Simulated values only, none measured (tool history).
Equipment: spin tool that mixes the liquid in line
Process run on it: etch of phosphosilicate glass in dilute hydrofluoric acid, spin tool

run	hour	temperature setpoint of the liquid (C)	parts of water to one part of 49 % hydrofluoric acid (parts by volume)	time under the liquid (s)	thickness taken off the phosphosilicate glass on a monitor wafer (nm)
1	0.0	23.0	125	70	92.871
2	3.7	24.5	125	70	98.103
3	8.1	24.5	125	75	104.470
4	15.6	26.0	120	75	116.330
5	18.3	27.5	120	75	123.580
6	23.1	27.5	150	75	94.453

What will run 7 give?
7	29.9	28.5	140	75	?

{"run 7": {"thickness taken off the phosphosilicate glass on a monitor wafer (nm)": 106.43}}

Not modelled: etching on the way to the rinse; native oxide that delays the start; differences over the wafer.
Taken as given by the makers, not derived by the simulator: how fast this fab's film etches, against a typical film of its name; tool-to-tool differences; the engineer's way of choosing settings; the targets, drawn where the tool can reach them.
